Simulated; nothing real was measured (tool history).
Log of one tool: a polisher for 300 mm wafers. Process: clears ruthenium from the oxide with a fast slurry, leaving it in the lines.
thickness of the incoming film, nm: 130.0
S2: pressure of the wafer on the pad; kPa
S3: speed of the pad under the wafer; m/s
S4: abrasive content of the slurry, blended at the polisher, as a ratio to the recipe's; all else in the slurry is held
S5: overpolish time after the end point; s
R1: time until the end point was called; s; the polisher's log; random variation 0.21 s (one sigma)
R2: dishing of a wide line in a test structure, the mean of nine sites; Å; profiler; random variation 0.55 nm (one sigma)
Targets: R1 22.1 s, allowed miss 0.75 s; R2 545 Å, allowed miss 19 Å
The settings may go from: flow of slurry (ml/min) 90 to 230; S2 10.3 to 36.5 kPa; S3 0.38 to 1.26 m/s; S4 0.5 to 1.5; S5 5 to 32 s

{"run": 1, "hour": 0.0, "flow of slurry (ml/min)": 150, "S2": 23.4, "S3": 0.82, "S4": 1, "S5": 16, "R1": 25.408, "R2": 503.88}
{"run": 2, "hour": 1.5, "flow of slurry (ml/min)": 150, "S2": 19.3, "S3": 0.82, "S4": 1, "S5": 16, "R1": 29.221, "R2": 472.92}
{"run": 3, "hour": 6.9, "flow of slurry (ml/min)": 175, "S2": 19.3, "S3": 0.82, "S4": 1, "S5": 16, "R1": 28.18, "R2": 477.98}
{"run": 4, "hour": 13.3, "flow of slurry (ml/min)": 180, "S2": 20.7, "S3": 0.82, "S4": 1, "S5": 16, "R1": 27.246, "R2": 498.16}
{"run": 5, "hour": 20.7, "flow of slurry (ml/min)": 180, "S2": 20.7, "S3": 0.62, "S4": 1, "S5": 16, "R1": 35.162, "R2": 392.75}
{"run": 6, "hour": 27.8, "flow of slurry (ml/min)": 185, "S2": 23.4, "S3": 0.62, "S4": 1, "S5": 16, "R1": 32.201, "R2": 421.14}
{"run": 7, "hour": 29.7, "flow of slurry (ml/min)": 190, "S2": 25.5, "S3": 0.62, "S4": 1, "S5": 16, "R1": 31.034, "R2": 441.5}
{"run": 8, "hour": 31.1, "flow of slurry (ml/min)": 190, "S2": 27.6, "S3": 0.62, "S4": 1, "S5": 16, "R1": 29.489, "R2": 474.08}
{"run": 9, "hour": 32.3, "flow of slurry (ml/min)": 210, "S2": 34.5, "S3": 0.64, "S4": 1, "S5": 13, "R1": 24.123, "R2": 462.21}
{"run": 10, "hour": 36.4, "flow of slurry (ml/min)": 210, "S2": 34.5, "S3": 0.66, "S4": 1, "S5": 13, "R1": 23.299, "R2": 466.11}

Which of these 4 next moves meets every target?
{"run": "A", "hour": 40.5, "flow of slurry (ml/min)": 140, "S2": 31.7, "S3": 0.82, "S4": 1.3, "S5": 12, "R1": "?", "R2": "?"}
{"run": "B", "hour": 40.5, "flow of slurry (ml/min)": 195, "S2": 34.5, "S3": 0.7, "S4": 1.05, "S5": 14, "R1": "?", "R2": "?"}
{"run": "C", "hour": 40.5, "flow of slurry (ml/min)": 230, "S2": 36.5, "S3": 0.72, "S4": 1.05, "S5": 12, "R1": "?", "R2": "?"}
{"run": "D", "hour": 40.5, "flow of slurry (ml/min)": 200, "S2": 35.9, "S3": 0.72, "S4": 0.9, "S5": 15, "R1": "?", "R2": "?"}

move=A R1=19.959 R2=502.51
move=B R1=22.237 R2=520.1
move=C R1=20.341 R2=495.36
move=D R1=22.114 R2=549.32
A: nearer than the last run, and not there yet
B: nearer than the last run, and not there yet
C: nearer than the last run, and not there yet
D: meets every target
The right move is D.

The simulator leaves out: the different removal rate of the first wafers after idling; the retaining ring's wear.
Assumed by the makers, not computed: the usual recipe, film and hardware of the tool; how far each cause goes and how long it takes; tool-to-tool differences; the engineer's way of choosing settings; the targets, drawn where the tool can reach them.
